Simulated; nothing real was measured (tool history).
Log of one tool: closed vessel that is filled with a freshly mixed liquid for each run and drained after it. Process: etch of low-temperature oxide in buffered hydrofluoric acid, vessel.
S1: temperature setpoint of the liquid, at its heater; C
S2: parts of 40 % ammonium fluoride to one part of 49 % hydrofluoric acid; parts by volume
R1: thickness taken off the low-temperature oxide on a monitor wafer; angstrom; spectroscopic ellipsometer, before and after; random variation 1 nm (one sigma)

run 1 day=0.000 | S1=21.0 S2=22.0 time_in_the_liquid_(s)=95 | R1=2106.7
run 2 day=0.300 | S1=21.5 S2=22.0 time_in_the_liquid_(s)=95 | R1=2184.5
run 3 day=0.400 | S1=19.5 S2=22.0 time_in_the_liquid_(s)=95 | R1=1934.1
run 4 day=0.508 | S1=23.0 S2=22.0 time_in_the_liquid_(s)=95 | R1=2367.6
run 5 day=0.871 | S1=23.5 S2=22.0 time_in_the_liquid_(s)=95 | R1=2407.6
run 6 day=1.079 | S1=24.0 S2=22.0 time_in_the_liquid_(s)=95 | R1=2487.9

The next listed run, before its measurement:
run 7 day=1.271 | S1=24.5 S2=22.0 time_in_the_liquid_(s)=95 | R1=?

Run 7 gave R1 2548.8 angstrom.
